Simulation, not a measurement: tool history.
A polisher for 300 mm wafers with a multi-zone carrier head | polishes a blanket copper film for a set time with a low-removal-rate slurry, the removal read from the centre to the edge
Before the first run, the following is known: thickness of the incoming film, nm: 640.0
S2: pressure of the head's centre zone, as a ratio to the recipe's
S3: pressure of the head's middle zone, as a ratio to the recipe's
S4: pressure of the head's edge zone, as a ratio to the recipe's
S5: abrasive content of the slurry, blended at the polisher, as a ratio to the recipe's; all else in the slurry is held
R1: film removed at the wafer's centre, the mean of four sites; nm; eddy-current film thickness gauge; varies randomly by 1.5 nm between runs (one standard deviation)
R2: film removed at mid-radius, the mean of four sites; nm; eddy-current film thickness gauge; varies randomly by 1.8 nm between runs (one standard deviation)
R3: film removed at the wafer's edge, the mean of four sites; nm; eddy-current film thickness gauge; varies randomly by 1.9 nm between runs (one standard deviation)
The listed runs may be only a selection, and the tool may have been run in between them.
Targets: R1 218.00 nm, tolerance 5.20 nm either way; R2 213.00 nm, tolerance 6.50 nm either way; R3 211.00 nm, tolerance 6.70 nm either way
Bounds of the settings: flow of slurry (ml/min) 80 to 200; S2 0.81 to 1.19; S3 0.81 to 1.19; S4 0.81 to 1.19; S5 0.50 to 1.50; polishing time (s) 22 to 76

run 1 hour=0.0 | flow_of_slurry_(ml/min)=130 S2=1.00 S3=1.00 S4=1.00 S5=1.00 polishing_time_(s)=49 | R1=244.09 R2=249.55 R3=251.49
run 2 hour=6.1 | flow_of_slurry_(ml/min)=130 S2=0.93 S3=1.00 S4=1.00 S5=1.00 polishing_time_(s)=49 | R1=224.92 R2=249.59 R3=246.72
run 3 hour=7.4 | flow_of_slurry_(ml/min)=120 S2=0.94 S3=0.98 S4=0.96 S5=0.95 polishing_time_(s)=49 | R1=218.88 R2=230.08 R3=236.38
run 4 hour=15.8 | flow_of_slurry_(ml/min)=120 S2=0.95 S3=0.99 S4=0.93 S5=0.95 polishing_time_(s)=49 | R1=223.79 R2=238.41 R3=232.19
run 5 hour=23.2 | flow_of_slurry_(ml/min)=135 S2=0.95 S3=0.99 S4=0.93 S5=0.95 polishing_time_(s)=49 | R1=228.19 R2=244.20 R3=235.63
run 6 hour=25.2 | flow_of_slurry_(ml/min)=135 S2=0.95 S3=0.99 S4=0.93 S5=0.85 polishing_time_(s)=49 | R1=221.58 R2=233.53 R3=229.10
run 7 hour=31.7 | flow_of_slurry_(ml/min)=130 S2=0.96 S3=0.98 S4=0.91 S5=0.85 polishing_time_(s)=49 | R1=222.82 R2=233.06 R3=224.99
run 8 hour=39.2 | flow_of_slurry_(ml/min)=125 S2=0.97 S3=0.97 S4=0.90 S5=0.85 polishing_time_(s)=49 | R1=222.78 R2=228.47 R3=220.56
run 9 hour=45.5 | flow_of_slurry_(ml/min)=120 S2=0.97 S3=0.96 S4=0.90 S5=0.85 polishing_time_(s)=49 | R1=218.33 R2=222.40 R3=218.64
run 10 hour=49.4 | flow_of_slurry_(ml/min)=120 S2=0.98 S3=0.95 S4=0.89 S5=0.85 polishing_time_(s)=49 | R1=225.43 R2=219.88 R3=218.07

Consider the 4 candidate settings below. Which is the only one whose results all fall within their allowed miss of target?
run A hour=53.3 | flow_of_slurry_(ml/min)=110 S2=0.98 S3=0.93 S4=0.83 S5=1.15 polishing_time_(s)=45 | R1=? R2=? R3=?
run B hour=53.3 | flow_of_slurry_(ml/min)=125 S2=1.08 S3=0.96 S4=0.81 S5=0.85 polishing_time_(s)=46 | R1=? R2=? R3=?
run C hour=53.3 | flow_of_slurry_(ml/min)=95 S2=0.95 S3=1.03 S4=0.87 S5=0.90 polishing_time_(s)=49 | R1=? R2=? R3=?
run D hour=53.3 | flow_of_slurry_(ml/min)=135 S2=0.96 S3=1.01 S4=0.88 S5=0.85 polishing_time_(s)=47 | R1=? R2=? R3=?

move=A R1=217.15 R2=213.55 R3=209.54
move=B R1=231.06 R2=210.37 R3=196.80
move=C R1=200.84 R2=223.59 R3=208.42
move=D R1=214.22 R2=228.65 R3=211.25
A: hits every target within its allowed miss
B: misses by more than the last run did
C: carries the result that was furthest off beyond its target, to the other side
D: the furthest-off result lands on target, but another misses its tolerance
Move A is the one to make.

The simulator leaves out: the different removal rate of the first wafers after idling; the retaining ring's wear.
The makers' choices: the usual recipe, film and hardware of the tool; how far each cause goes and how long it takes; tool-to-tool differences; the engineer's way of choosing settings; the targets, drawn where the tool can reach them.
